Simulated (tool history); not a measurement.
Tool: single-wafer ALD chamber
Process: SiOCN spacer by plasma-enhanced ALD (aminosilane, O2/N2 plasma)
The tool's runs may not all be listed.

run	hour	heater temperature setpoint (°C)	number of ALD cycles (cycles)	mean film thickness on the monitor wafer (Å)
1	0.0	380	79	49.330
2	3.7	380	77	47.949
3	11.5	371	77	48.183
4	16.1	367	77	48.677
5	23.5	367	75	47.333
6	32.5	367	67	41.561
7	37.4	367	68	42.687

Forecast run 8:
8	44.5	367	69	?

Run 8 gave mean film thickness on the monitor wafer (Å) 43.145.
